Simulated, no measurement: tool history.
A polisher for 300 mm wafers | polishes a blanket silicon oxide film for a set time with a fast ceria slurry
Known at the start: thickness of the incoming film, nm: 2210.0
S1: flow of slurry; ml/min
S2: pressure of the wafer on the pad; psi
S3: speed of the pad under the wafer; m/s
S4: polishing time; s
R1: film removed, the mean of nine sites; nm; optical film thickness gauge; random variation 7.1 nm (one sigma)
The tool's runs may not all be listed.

run,hour,S1,S2,S3,S4,R1
1,0.0,265,2.9,0.76,79,1174.60
2,3.5,265,2.9,0.76,79,1165.60
3,8.7,265,2.9,0.66,79,1031.00
4,17.7,320,2.9,0.66,79,1038.40
5,21.9,320,2.9,0.66,83,1080.70
6,28.9,320,2.2,0.66,83,922.76

Forecast run 7:
7,30.2,320,1.9,0.66,83,?

{"run 7": {"R1": 854.38}}

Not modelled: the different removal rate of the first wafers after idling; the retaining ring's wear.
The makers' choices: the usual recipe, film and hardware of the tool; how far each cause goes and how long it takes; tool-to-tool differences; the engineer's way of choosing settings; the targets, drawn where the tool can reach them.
